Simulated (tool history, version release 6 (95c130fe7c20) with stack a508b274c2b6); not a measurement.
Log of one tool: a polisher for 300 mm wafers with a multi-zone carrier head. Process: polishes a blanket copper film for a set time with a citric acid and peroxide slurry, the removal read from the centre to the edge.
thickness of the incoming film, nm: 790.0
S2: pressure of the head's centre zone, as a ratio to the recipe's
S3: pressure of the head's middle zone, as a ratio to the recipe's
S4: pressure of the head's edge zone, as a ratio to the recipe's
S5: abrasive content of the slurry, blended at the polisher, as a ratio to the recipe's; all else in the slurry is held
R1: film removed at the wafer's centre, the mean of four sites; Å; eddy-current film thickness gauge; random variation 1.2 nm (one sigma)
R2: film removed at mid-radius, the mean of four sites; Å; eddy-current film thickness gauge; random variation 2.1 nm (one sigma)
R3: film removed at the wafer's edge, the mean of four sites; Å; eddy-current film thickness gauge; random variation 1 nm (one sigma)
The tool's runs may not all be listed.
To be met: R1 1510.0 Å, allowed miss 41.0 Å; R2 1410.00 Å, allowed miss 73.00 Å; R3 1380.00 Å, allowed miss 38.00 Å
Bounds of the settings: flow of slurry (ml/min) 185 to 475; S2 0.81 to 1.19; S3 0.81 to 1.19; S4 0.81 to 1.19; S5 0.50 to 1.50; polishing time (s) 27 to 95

{"run": 1, "day": 0.0, "flow of slurry (ml/min)": 305, "S2": 1.0, "S3": 1.0, "S4": 1.0, "S5": 1.0, "polishing time (s)": 61, "R1": 1011.9, "R2": 998.31, "R3": 990.57}
{"run": 2, "day": 0.025, "flow of slurry (ml/min)": 305, "S2": 1.0, "S3": 1.07, "S4": 1.0, "S5": 1.0, "polishing time (s)": 61, "R1": 1017.2, "R2": 1088.4, "R3": 989.7}
{"run": 3, "day": 0.25, "flow of slurry (ml/min)": 305, "S2": 1.0, "S3": 1.13, "S4": 1.0, "S5": 1.0, "polishing time (s)": 61, "R1": 1022.4, "R2": 1122.0, "R3": 997.85}
{"run": 4, "day": 0.562, "flow of slurry (ml/min)": 310, "S2": 1.04, "S3": 1.13, "S4": 1.04, "S5": 1.15, "polishing time (s)": 63, "R1": 1131.3, "R2": 1172.9, "R3": 1073.2}
{"run": 5, "day": 0.9, "flow of slurry (ml/min)": 315, "S2": 1.06, "S3": 1.14, "S4": 1.07, "S5": 1.25, "polishing time (s)": 65, "R1": 1203.7, "R2": 1289.1, "R3": 1158.6}
{"run": 6, "day": 1.162, "flow of slurry (ml/min)": 315, "S2": 1.06, "S3": 1.14, "S4": 1.07, "S5": 1.1, "polishing time (s)": 65, "R1": 1158.6, "R2": 1228.0, "R3": 1132.1}
{"run": 7, "day": 1.279, "flow of slurry (ml/min)": 315, "S2": 1.06, "S3": 1.14, "S4": 1.07, "S5": 1.1, "polishing time (s)": 65, "R1": 1164.1, "R2": 1223.3, "R3": 1133.0}
{"run": 8, "day": 1.396, "flow of slurry (ml/min)": 325, "S2": 1.09, "S3": 1.14, "S4": 1.1, "S5": 1.2, "polishing time (s)": 66, "R1": 1260.0, "R2": 1271.2, "R3": 1191.6}
{"run": 9, "day": 1.5, "flow of slurry (ml/min)": 330, "S2": 1.11, "S3": 1.14, "S4": 1.12, "S5": 1.3, "polishing time (s)": 67, "R1": 1319.1, "R2": 1334.1, "R3": 1229.5}
{"run": 10, "day": 1.662, "flow of slurry (ml/min)": 340, "S2": 1.16, "S3": 1.06, "S4": 1.19, "S5": 1.5, "polishing time (s)": 72, "R1": 1548.6, "R2": 1427.6, "R3": 1419.3}

5 next moves are on the table. One of them brings every result within its allowed miss. Which?
{"run": "A", "day": 1.825, "flow of slurry (ml/min)": 365, "S2": 1.14, "S3": 1.09, "S4": 1.19, "S5": 1.5, "polishing time (s)": 75, "R1": "?", "R2": "?", "R3": "?"}
{"run": "B", "day": 1.825, "flow of slurry (ml/min)": 430, "S2": 1.1, "S3": 1.09, "S4": 1.19, "S5": 1.45, "polishing time (s)": 76, "R1": "?", "R2": "?", "R3": "?"}
{"run": "C", "day": 1.825, "flow of slurry (ml/min)": 360, "S2": 1.16, "S3": 1.1, "S4": 1.17, "S5": 1.25, "polishing time (s)": 74, "R1": "?", "R2": "?", "R3": "?"}
{"run": "D", "day": 1.825, "flow of slurry (ml/min)": 330, "S2": 1.07, "S3": 1.12, "S4": 1.19, "S5": 1.5, "polishing time (s)": 76, "R1": "?", "R2": "?", "R3": "?"}
{"run": "E", "day": 1.825, "flow of slurry (ml/min)": 295, "S2": 1.18, "S3": 1.11, "S4": 1.17, "S5": 1.5, "polishing time (s)": 75, "R1": "?", "R2": "?", "R3": "?"}

move=A R1=1593.9 R2=1501.70 R3=1474.60
move=B R1=1564.1 R2=1526.30 R3=1494.70
move=C R1=1529.5 R2=1427.10 R3=1378.40
move=D R1=1503.3 R2=1546.60 R3=1485.20
move=E R1=1620.9 R2=1500.30 R3=1443.00
A: further off than the last run
B: further off than the last run
C: meets every target
D: further off than the last run
E: further off than the last run
The right move is C.
